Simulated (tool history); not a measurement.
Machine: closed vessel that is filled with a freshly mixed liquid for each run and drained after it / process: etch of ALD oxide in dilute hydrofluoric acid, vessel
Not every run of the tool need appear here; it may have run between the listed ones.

| run | hour | temperature setpoint of the liquid (K) | parts of water to one part of 49 % hydrofluoric acid (parts by volume) | time in the liquid (s) | thickness taken off the ALD oxide on a monitor wafer (angstrom) |
|---|---|---|---|---|---|
| 1 | 0 | 296.15 | 115 | 430 | 518.55 |
| 2 | 8.5 | 296.65 | 115 | 430 | 517.61 |
| 3 | 16.5 | 297.15 | 110 | 430 | 555.12 |
| 4 | 25.4 | 297.15 | 140 | 430 | 425.65 |
| 5 | 29.5 | 297.15 | 155 | 430 | 383.15 |
| 6 | 33.9 | 297.65 | 150 | 430 | 400.29 |
| 7 | 37.3 | 298.15 | 145 | 430 | 418.37 |
| 8 | 38.2 | 298.65 | 140 | 430 | 449.78 |

Estimate the outcome of run 9 from the log above:
| 9 | 42.4 | 302.65 | 90 | 430 | ? |

{"run 9": {"thickness taken off the ALD oxide on a monitor wafer (angstrom)": 877.81}}

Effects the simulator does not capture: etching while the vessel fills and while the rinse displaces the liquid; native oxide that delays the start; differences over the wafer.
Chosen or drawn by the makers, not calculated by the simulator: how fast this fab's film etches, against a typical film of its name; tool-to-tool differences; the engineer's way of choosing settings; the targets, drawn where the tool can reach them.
